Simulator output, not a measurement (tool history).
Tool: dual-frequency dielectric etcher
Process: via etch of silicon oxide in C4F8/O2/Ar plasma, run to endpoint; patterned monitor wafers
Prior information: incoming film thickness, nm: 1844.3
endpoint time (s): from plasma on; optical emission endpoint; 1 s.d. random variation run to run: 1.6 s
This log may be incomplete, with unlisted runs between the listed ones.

run	day	source power (W)	bias power (W)	endpoint time (s)
1	0.000	2350	2060	345.11
2	0.062	2350	1768	363.25
3	0.433	2200	1692	381.22
4	0.554	2080	1664	394.81
5	0.679	1990	1646	407.66
6	1.025	1930	1635	413.95
7	1.271	1880	1626	418.95
8	1.379	1840	1618	424.10

Run 9 has not been measured yet. What should we expect?
9	1.488	1810	1611	?

{"run 9": {"endpoint time (s)": 429.3}}
